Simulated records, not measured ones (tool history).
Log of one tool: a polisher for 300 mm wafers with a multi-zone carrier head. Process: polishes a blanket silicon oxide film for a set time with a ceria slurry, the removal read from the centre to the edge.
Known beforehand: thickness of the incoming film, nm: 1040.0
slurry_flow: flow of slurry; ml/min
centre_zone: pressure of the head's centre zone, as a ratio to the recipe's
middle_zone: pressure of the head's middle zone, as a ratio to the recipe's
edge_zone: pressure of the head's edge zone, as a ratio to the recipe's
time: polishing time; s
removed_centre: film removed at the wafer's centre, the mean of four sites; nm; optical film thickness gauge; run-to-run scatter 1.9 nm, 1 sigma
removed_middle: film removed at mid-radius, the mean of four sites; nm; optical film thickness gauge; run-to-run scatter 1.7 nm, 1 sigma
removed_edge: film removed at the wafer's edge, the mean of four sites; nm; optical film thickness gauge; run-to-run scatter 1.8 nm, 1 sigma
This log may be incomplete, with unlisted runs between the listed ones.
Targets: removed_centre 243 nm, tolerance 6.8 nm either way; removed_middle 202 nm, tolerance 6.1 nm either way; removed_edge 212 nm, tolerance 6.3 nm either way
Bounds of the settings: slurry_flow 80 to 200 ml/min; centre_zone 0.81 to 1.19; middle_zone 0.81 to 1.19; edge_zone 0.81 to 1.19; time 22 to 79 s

run	hour	slurry_flow	centre_zone	middle_zone	edge_zone	time	removed_centre	removed_middle	removed_edge
1	0	130	1	1	1	50	193.1	192.98	197.52
2	1.2	130	1	1	1.08	50	195.13	191.55	204.29
3	5.1	130	1	1	1.08	43	167.5	164.38	178.46
4	10.2	145	1.05	1.02	1.1	44	186.64	174.01	185.94
5	15.7	155	1.08	1.03	1.12	45	195.96	181.86	191.62
6	23	155	1.04	1.03	1.12	45	192.69	179.64	196.14
7	30.7	165	1.08	1.04	1.13	46	206	186.26	199.68
8	32.3	175	1.11	1.05	1.14	46	210.73	194.61	201.21
9	39.1	180	1.13	1.03	1.14	47	224.51	194.26	205.86

Consider the 5 candidate settings below. Which is the only one whose results all fall within their allowed miss of target?
A	45.9	190	1.19	1.15	1.03	49	?	?	?
B	45.9	170	1.07	1.04	1.14	46	?	?	?
C	45.9	150	1.07	1.12	1.18	48	?	?	?
D	45.9	185	1.19	1.08	1.18	48	?	?	?
E	45.9	165	1.19	1	0.99	50	?	?	?

move	removed_centre	removed_middle	removed_edge
A	247.41	217.92	203.7
B	204.52	189.73	198.25
C	208.27	202.13	206.93
D	241.19	204.9	212.38
E	245.98	200.62	201.09
A: corrects the largest miss of the last run, while another result sits out of spec
B: misses by more than the last run did
C: misses by more than the last run did
D: every result within its allowed miss
E: corrects the largest miss of the last run, while another result sits out of spec
D meets every target.
